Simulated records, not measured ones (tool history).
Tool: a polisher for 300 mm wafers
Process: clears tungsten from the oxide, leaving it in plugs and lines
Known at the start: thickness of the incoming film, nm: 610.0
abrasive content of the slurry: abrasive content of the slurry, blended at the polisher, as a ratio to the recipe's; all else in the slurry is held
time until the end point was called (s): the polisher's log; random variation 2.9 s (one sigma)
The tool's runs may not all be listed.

run	hour	flow of slurry (ml/min)	pressure of the wafer on the pad (psi)	speed of the pad under the wafer (cm/s)	abrasive content of the slurry	overpolish time after the end point (s)	time until the end point was called (s)
1	0	170	4.8	86	1	40	116.77
2	6.5	170	4.3	84	1	40	135.52
3	13.5	170	4.3	84	0.9	40	141.24
4	21.2	170	4.1	84	0.9	40	143.64
5	30.2	170	3.9	84	0.9	40	152.81
6	38.5	170	3.9	84	0.9	43	152.2

Run 7 comes next. What will it give?
7	42.3	170	3.9	84	0.9	43	?

{"run 7": {"time until the end point was called (s)": 154.27}}
